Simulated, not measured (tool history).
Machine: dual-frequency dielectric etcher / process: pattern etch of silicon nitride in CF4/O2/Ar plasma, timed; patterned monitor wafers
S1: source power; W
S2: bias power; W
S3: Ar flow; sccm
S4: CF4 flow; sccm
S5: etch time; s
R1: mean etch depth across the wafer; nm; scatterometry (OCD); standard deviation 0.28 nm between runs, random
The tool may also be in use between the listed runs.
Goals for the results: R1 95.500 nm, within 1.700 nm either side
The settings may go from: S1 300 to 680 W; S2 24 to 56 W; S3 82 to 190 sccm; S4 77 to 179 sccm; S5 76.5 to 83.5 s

{"run": 1, "day": 0.0, "S1": 490, "S2": 40, "S3": 136, "S4": 128, "S5": 83.5, "R1": 142.08}
{"run": 2, "day": 0.271, "S1": 440, "S2": 38, "S3": 138, "S4": 127, "S5": 83.5, "R1": 122.71}
{"run": 3, "day": 0.312, "S1": 440, "S2": 44, "S3": 138, "S4": 127, "S5": 83.5, "R1": 133.33}
{"run": 4, "day": 0.504, "S1": 440, "S2": 37, "S3": 138, "S4": 127, "S5": 83.5, "R1": 120.25}
{"run": 5, "day": 0.629, "S1": 440, "S2": 37, "S3": 138, "S4": 142, "S5": 83.5, "R1": 121.76}
{"run": 6, "day": 0.771, "S1": 440, "S2": 37, "S3": 138, "S4": 163, "S5": 83.5, "R1": 123.68}
{"run": 7, "day": 0.917, "S1": 410, "S2": 37, "S3": 138, "S4": 163, "S5": 83.5, "R1": 114.36}
{"run": 8, "day": 1.096, "S1": 390, "S2": 37, "S3": 138, "S4": 163, "S5": 83.5, "R1": 108.63}
{"run": 9, "day": 1.229, "S1": 380, "S2": 37, "S3": 138, "S4": 163, "S5": 83.5, "R1": 104.88}
{"run": 10, "day": 1.529, "S1": 370, "S2": 37, "S3": 138, "S4": 163, "S5": 83.5, "R1": 102.16}
{"run": 11, "day": 1.596, "S1": 360, "S2": 37, "S3": 138, "S4": 163, "S5": 83.5, "R1": 99.143}

Pick the move, out of 4, that brings all results within their allowed miss; only one does.
{"run": "A", "day": 1.662, "S1": 400, "S2": 33, "S3": 183, "S4": 166, "S5": 80.0, "R1": "?"}
{"run": "B", "day": 1.662, "S1": 360, "S2": 38, "S3": 146, "S4": 179, "S5": 77.0, "R1": "?"}
{"run": "C", "day": 1.662, "S1": 350, "S2": 41, "S3": 162, "S4": 176, "S5": 82.5, "R1": "?"}
{"run": "D", "day": 1.662, "S1": 340, "S2": 37, "S3": 138, "S4": 154, "S5": 83.5, "R1": "?"}

move=A R1=95.642
move=B R1=93.092
move=C R1=99.266
move=D R1=92.329
A: in spec on every target
B: the result that was furthest off in the last run now lies on the other side of its target
C: roughly where the last run was
D: the result that was furthest off in the last run now lies on the other side of its target
A is the move that brings every result within its allowed miss.

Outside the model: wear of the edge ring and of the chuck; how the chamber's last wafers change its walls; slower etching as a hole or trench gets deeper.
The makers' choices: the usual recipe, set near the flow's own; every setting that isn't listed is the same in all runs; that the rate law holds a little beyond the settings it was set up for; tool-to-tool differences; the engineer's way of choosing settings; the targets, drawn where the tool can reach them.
